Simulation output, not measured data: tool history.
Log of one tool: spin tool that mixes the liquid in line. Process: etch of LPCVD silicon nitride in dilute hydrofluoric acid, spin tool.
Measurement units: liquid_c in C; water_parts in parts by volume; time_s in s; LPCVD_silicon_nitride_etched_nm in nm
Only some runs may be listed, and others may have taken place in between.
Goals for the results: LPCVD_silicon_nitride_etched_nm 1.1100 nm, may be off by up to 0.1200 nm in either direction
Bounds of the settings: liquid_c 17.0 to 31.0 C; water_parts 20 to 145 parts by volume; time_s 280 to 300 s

| run | day | liquid_c | water_parts | time_s | LPCVD_silicon_nitride_etched_nm |
|---|---|---|---|---|---|
| 1 | 0.000 | 23.0 | 80 | 280 | 1.7410 |
| 2 | 0.154 | 23.0 | 60 | 280 | 2.2993 |
| 3 | 0.242 | 26.0 | 60 | 280 | 2.9060 |
| 4 | 0.292 | 25.5 | 65 | 280 | 2.5529 |
| 5 | 0.525 | 23.5 | 65 | 280 | 2.2440 |
| 6 | 0.758 | 23.5 | 45 | 280 | 2.9879 |
| 7 | 1.021 | 23.0 | 50 | 280 | 2.8260 |
| 8 | 1.179 | 22.5 | 55 | 280 | 2.4956 |

Of the 5 settings listed for the next run, only one would bring every result within its allowed miss of target. Which one?
| A | 1.338 | 21.5 | 110 | 280 | ? |
| B | 1.338 | 26.5 | 20 | 300 | ? |
| C | 1.338 | 24.0 | 45 | 300 | ? |
| D | 1.338 | 23.0 | 70 | 280 | ? |
| E | 1.338 | 25.0 | 30 | 300 | ? |

| move | LPCVD_silicon_nitride_etched_nm |
|---|---|
| A | 1.1536 |
| B | 9.1110 |
| C | 3.5130 |
| D | 1.9881 |
| E | 5.5761 |
A: all results in spec
B: its largest miss is bigger than the last run's
C: its largest miss is bigger than the last run's
D: better than the last run, though not everything is in spec
E: its largest miss is bigger than the last run's
Correct choice: A, which meets every target

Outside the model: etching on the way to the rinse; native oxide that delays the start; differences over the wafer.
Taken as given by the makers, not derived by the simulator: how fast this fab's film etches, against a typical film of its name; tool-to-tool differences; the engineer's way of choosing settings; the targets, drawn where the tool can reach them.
